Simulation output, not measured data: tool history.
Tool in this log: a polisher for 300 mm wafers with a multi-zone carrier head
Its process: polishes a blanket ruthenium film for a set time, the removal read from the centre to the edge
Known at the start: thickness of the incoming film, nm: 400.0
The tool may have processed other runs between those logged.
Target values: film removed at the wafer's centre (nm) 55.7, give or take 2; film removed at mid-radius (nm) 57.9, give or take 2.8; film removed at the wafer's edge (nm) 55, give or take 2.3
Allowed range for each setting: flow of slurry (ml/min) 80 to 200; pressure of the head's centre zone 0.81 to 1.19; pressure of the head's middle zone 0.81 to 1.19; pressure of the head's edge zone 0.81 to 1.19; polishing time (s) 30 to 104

run,hour,flow of slurry (ml/min),pressure of the head's centre zone,pressure of the head's middle zone,pressure of the head's edge zone,polishing time (s),film removed at the wafer's centre (nm),film removed at mid-radius (nm),film removed at the wafer's edge (nm)
1,0,130,1,1,1,67,91.298,88.752,87.266
2,5.6,145,1,1,1,67,93.783,93.938,89.226
3,6.5,145,1,1,1,59,81.628,79.795,79.332
4,7.1,145,1,1,0.95,59,81.459,80.952,77.565
5,14.3,145,1,1.05,0.95,59,81.653,83.707,78.107
6,18.8,145,1,1.05,0.95,65,90.855,91.815,85.628
7,24.7,115,0.95,0.98,0.85,47,58.044,59.665,56.734
8,26.5,110,0.95,0.98,0.85,47,57.391,58.991,55.822

Next run, 5 choices. One meets every target within its allowed miss, the rest don't. Which?
A,28.3,105,1.06,0.95,0.89,47,?,?,?
B,28.3,125,0.97,0.95,0.88,45,?,?,?
C,28.3,105,0.91,0.95,0.81,48,?,?,?
D,28.3,110,1.01,0.95,0.88,47,?,?,?
E,28.3,95,0.97,0.98,0.81,49,?,?,?

move,film removed at the wafer's centre (nm),film removed at mid-radius (nm),film removed at the wafer's edge (nm)
A,64.277,57.228,57.191
B,59.276,57.355,56.209
C,56.289,58.499,56.003
D,62.138,57.986,57.401
E,59.211,59.473,56.004
A: lands further from the targets than the last run did
B: lands further from the targets than the last run did
C: all results land within tolerance of their targets
D: lands further from the targets than the last run did
E: lands further from the targets than the last run did
Answer: C
